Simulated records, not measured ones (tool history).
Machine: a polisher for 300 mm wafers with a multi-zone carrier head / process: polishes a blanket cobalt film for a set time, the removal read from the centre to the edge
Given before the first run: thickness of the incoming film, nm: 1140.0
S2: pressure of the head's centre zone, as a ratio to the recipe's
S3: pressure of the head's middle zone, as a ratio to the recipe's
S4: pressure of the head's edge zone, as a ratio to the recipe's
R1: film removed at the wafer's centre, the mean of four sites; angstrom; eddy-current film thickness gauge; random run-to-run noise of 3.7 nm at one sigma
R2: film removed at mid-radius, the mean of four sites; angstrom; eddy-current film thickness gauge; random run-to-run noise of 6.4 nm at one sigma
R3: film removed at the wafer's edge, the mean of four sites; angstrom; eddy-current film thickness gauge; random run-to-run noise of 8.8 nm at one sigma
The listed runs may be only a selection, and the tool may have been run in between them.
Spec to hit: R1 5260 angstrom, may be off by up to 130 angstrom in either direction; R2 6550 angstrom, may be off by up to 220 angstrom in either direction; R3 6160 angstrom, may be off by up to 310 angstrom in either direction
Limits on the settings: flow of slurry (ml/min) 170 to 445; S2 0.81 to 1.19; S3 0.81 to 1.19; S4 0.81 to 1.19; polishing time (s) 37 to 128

Run 1, hour 0: flow of slurry (ml/min) 285, S2 1, S3 1, S4 1, polishing time (s) 82. Result: R1 4899.5 angstrom, R2 4596.2 angstrom, R3 4632.3 angstrom.
Run 2, hour 4.2: flow of slurry (ml/min) 285, S2 1, S3 1.07, S4 1, polishing time (s) 82. Result: R1 4910.8 angstrom, R2 4797.7 angstrom, R3 4512.3 angstrom.
Run 3, hour 11.1: flow of slurry (ml/min) 290, S2 0.97, S3 1.08, S4 1.03, polishing time (s) 86. Result: R1 5028.7 angstrom, R2 5127.5 angstrom, R3 4834.5 angstrom.
Run 4, hour 14.7: flow of slurry (ml/min) 295, S2 0.94, S3 1.09, S4 1.06, polishing time (s) 89. Result: R1 5031.5 angstrom, R2 5403.5 angstrom, R3 4989.6 angstrom.
Run 5, hour 21.1: flow of slurry (ml/min) 295, S2 0.94, S3 1.17, S4 1.06, polishing time (s) 89. Result: R1 5053.1 angstrom, R2 5699.2 angstrom, R3 5072.8 angstrom.
Run 6, hour 26.3: flow of slurry (ml/min) 290, S2 0.92, S3 1.16, S4 1.08, polishing time (s) 91. Result: R1 4989 angstrom, R2 5815.9 angstrom, R3 5261.4 angstrom.
Run 7, hour 28.5: flow of slurry (ml/min) 290, S2 0.92, S3 1.16, S4 1.08, polishing time (s) 91. Result: R1 4981.2 angstrom, R2 5734.9 angstrom, R3 5248.6 angstrom.
Run 8, hour 32: flow of slurry (ml/min) 295, S2 0.91, S3 1.17, S4 1.1, polishing time (s) 93. Result: R1 5036.4 angstrom, R2 5942.3 angstrom, R3 5198.2 angstrom.
Run 9, hour 35.6: flow of slurry (ml/min) 275, S2 0.9, S3 1.17, S4 1.08, polishing time (s) 95. Result: R1 5084.3 angstrom, R2 6024.7 angstrom, R3 5237.3 angstrom.
Run 10, hour 42: flow of slurry (ml/min) 295, S2 0.9, S3 1.17, S4 1.1, polishing time (s) 95. Result: R1 5131 angstrom, R2 6007.6 angstrom, R3 5459.8 angstrom.
Run 11, hour 47: flow of slurry (ml/min) 300, S2 0.89, S3 1.17, S4 1.11, polishing time (s) 96. Result: R1 5122.5 angstrom, R2 6126.6 angstrom, R3 5597.7 angstrom.

5 candidate next runs follow, results not yet known. Just one meets every target within its allowed miss. Identify it.
Run A, hour 52: flow of slurry (ml/min) 305, S2 0.97, S3 1.16, S4 0.93, polishing time (s) 93. Result: R1 ?, R2 ?, R3 ?.
Run B, hour 52: flow of slurry (ml/min) 235, S2 0.98, S3 1.19, S4 0.96, polishing time (s) 97. Result: R1 ?, R2 ?, R3 ?.
Run C, hour 52: flow of slurry (ml/min) 345, S2 0.91, S3 1.12, S4 1.02, polishing time (s) 91. Result: R1 ?, R2 ?, R3 ?.
Run D, hour 52: flow of slurry (ml/min) 225, S2 1.06, S3 1.17, S4 1.07, polishing time (s) 89. Result: R1 ?, R2 ?, R3 ?.
Run E, hour 52: flow of slurry (ml/min) 375, S2 0.86, S3 1.18, S4 1.19, polishing time (s) 100. Result: R1 ?, R2 ?, R3 ?.

move      R1      R2      R3
   A  5407.3  5878.3  5127.1
   B  5502.5  6072.4  5284.4
   C  5027.4  5648.8  5255.4
   D  5422.6  5452.8  5045.1
   E  5263.9  6540.1  6197.3
A: further off than the last run
B: further off than the last run
C: further off than the last run
D: further off than the last run
E: all results land within tolerance of their targets
Answer: E
